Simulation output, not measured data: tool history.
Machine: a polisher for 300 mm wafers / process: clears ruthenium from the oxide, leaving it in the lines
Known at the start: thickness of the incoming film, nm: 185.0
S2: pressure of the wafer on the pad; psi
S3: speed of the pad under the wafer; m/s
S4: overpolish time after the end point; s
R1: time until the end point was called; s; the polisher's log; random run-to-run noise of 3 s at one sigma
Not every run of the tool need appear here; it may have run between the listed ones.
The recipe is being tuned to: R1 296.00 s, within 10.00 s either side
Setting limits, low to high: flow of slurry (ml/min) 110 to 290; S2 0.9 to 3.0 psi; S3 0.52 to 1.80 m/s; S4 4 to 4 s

Run 1, hour 0.0: flow of slurry (ml/min) 185, S2 1.9 psi, S3 1.16 m/s, S4 4 s. Result: R1 171.53 s.
Run 2, hour 8.4: flow of slurry (ml/min) 185, S2 2.4 psi, S3 1.16 m/s, S4 4 s. Result: R1 136.73 s.
Run 3, hour 16.9: flow of slurry (ml/min) 220, S2 2.4 psi, S3 1.16 m/s, S4 4 s. Result: R1 134.19 s.
Run 4, hour 22.8: flow of slurry (ml/min) 220, S2 2.8 psi, S3 1.16 m/s, S4 4 s. Result: R1 116.17 s.
Run 5, hour 26.3: flow of slurry (ml/min) 220, S2 2.6 psi, S3 1.14 m/s, S4 4 s. Result: R1 128.87 s.
Run 6, hour 27.5: flow of slurry (ml/min) 220, S2 2.6 psi, S3 1.14 m/s, S4 4 s. Result: R1 127.03 s.
Run 7, hour 31.2: flow of slurry (ml/min) 220, S2 2.4 psi, S3 1.12 m/s, S4 4 s. Result: R1 137.46 s.
Run 8, hour 34.6: flow of slurry (ml/min) 215, S2 2.2 psi, S3 1.10 m/s, S4 4 s. Result: R1 153.63 s.
Run 9, hour 41.2: flow of slurry (ml/min) 215, S2 2.0 psi, S3 1.08 m/s, S4 4 s. Result: R1 165.97 s.
Run 10, hour 47.9: flow of slurry (ml/min) 210, S2 1.9 psi, S3 1.06 m/s, S4 4 s. Result: R1 182.41 s.
Run 11, hour 55.8: flow of slurry (ml/min) 210, S2 1.8 psi, S3 1.06 m/s, S4 4 s. Result: R1 191.31 s.
Run 12, hour 60.0: flow of slurry (ml/min) 210, S2 1.7 psi, S3 1.06 m/s, S4 4 s. Result: R1 197.73 s.

Consider the 4 candidate settings below. Which is the only one whose results all fall within their allowed miss of target?
Run A, hour 64.2: flow of slurry (ml/min) 180, S2 1.7 psi, S3 0.68 m/s, S4 4 s. Result: R1 ?.
Run B, hour 64.2: flow of slurry (ml/min) 160, S2 1.4 psi, S3 0.88 m/s, S4 4 s. Result: R1 ?.
Run C, hour 64.2: flow of slurry (ml/min) 205, S2 1.2 psi, S3 0.88 m/s, S4 4 s. Result: R1 ?.
Run D, hour 64.2: flow of slurry (ml/min) 195, S2 1.2 psi, S3 0.86 m/s, S4 4 s. Result: R1 ?.

move      R1
   A  314.89
   B  296.21
   C  323.07
   D  332.69
A: the result that was furthest off in the last run now lies on the other side of its target
B: all results in spec
C: the result that was furthest off in the last run now lies on the other side of its target
D: the result that was furthest off in the last run now lies on the other side of its target
Go with B: it meets all targets.

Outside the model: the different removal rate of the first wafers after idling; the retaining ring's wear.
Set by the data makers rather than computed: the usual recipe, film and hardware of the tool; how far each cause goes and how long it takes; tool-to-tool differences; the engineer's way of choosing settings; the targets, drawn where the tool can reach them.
